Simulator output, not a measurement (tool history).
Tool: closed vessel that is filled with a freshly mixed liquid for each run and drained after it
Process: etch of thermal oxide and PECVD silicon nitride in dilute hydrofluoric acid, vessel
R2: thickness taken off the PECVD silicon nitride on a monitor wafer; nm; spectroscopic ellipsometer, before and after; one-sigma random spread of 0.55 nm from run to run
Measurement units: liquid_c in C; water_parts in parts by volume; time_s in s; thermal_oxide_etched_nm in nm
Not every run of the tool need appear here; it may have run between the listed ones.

Run 1, hour 0: liquid_c 23 C, water_parts 70 parts by volume, time_s 295 s. Result: thermal_oxide_etched_nm 18.792 nm, R2 10.773 nm.
Run 2, hour 1.4: liquid_c 23.5 C, water_parts 60 parts by volume, time_s 335 s. Result: thermal_oxide_etched_nm 26.011 nm, R2 14.799 nm.
Run 3, hour 9: liquid_c 22 C, water_parts 60 parts by volume, time_s 335 s. Result: thermal_oxide_etched_nm 24.662 nm, R2 13.232 nm.
Run 4, hour 15: liquid_c 22.5 C, water_parts 55 parts by volume, time_s 365 s. Result: thermal_oxide_etched_nm 29.669 nm, R2 16.449 nm.
Run 5, hour 17.3: liquid_c 19 C, water_parts 55 parts by volume, time_s 365 s. Result: thermal_oxide_etched_nm 25.623 nm, R2 12.781 nm.
Run 6, hour 26.2: liquid_c 20 C, water_parts 50 parts by volume, time_s 390 s. Result: thermal_oxide_etched_nm 31.889 nm, R2 16.39 nm.

What will run 7 give?
Run 7, hour 28.1: liquid_c 21 C, water_parts 45 parts by volume, time_s 415 s. Result: thermal_oxide_etched_nm ?, R2 ?.

thermal_oxide_etched_nm: 39.431 nm
R2: 20.394 nm
